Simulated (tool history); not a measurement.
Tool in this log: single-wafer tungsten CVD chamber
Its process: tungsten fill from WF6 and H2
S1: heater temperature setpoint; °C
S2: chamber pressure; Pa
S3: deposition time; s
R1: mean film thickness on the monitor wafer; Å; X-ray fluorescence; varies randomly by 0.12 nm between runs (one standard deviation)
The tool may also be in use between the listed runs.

{"run": 1, "hour": 0.0, "S1": 380, "S2": 4586, "S3": 27.3, "R1": 600.03}
{"run": 2, "hour": 4.7, "S1": 385, "S2": 4586, "S3": 27.3, "R1": 653.54}
{"run": 3, "hour": 10.9, "S1": 385, "S2": 5320, "S3": 27.3, "R1": 706.89}
{"run": 4, "hour": 15.3, "S1": 385, "S2": 5320, "S3": 27.3, "R1": 705.73}
{"run": 5, "hour": 20.2, "S1": 380, "S2": 5306, "S3": 27.3, "R1": 648.11}
{"run": 6, "hour": 27.9, "S1": 384, "S2": 5306, "S3": 27.3, "R1": 692.09}
{"run": 7, "hour": 31.7, "S1": 379, "S2": 5293, "S3": 27.3, "R1": 630.82}
{"run": 8, "hour": 34.9, "S1": 379, "S2": 5293, "S3": 27.3, "R1": 633.45}

What will run 9 give?
{"run": 9, "hour": 38.8, "S1": 367, "S2": 5266, "S3": 27.3, "R1": "?"}

{"run 9": {"R1": 506.94}}
